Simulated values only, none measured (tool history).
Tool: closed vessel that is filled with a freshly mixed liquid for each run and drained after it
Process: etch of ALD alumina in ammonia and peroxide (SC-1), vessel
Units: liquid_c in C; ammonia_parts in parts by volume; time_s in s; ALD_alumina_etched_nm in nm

run	day	liquid_c	ammonia_parts	time_s	ALD_alumina_etched_nm
1	0	59	0.5	300	18.282
2	0.175	59	0.65	300	18.632
3	0.342	53	0.65	300	13.577
4	0.471	53	0.55	300	13.293
5	0.662	51.5	0.55	300	12.532
6	0.725	51.5	0.65	300	12.664
7	1.017	51.5	0.65	300	12.596
8	1.325	50	0.65	300	11.52
9	1.508	49	0.65	300	11.014
10	1.738	48.5	0.65	300	10.607

Forecast run 11:
11	2.025	48	0.65	300	?

{"run 11": {"ALD_alumina_etched_nm": 10.353}}
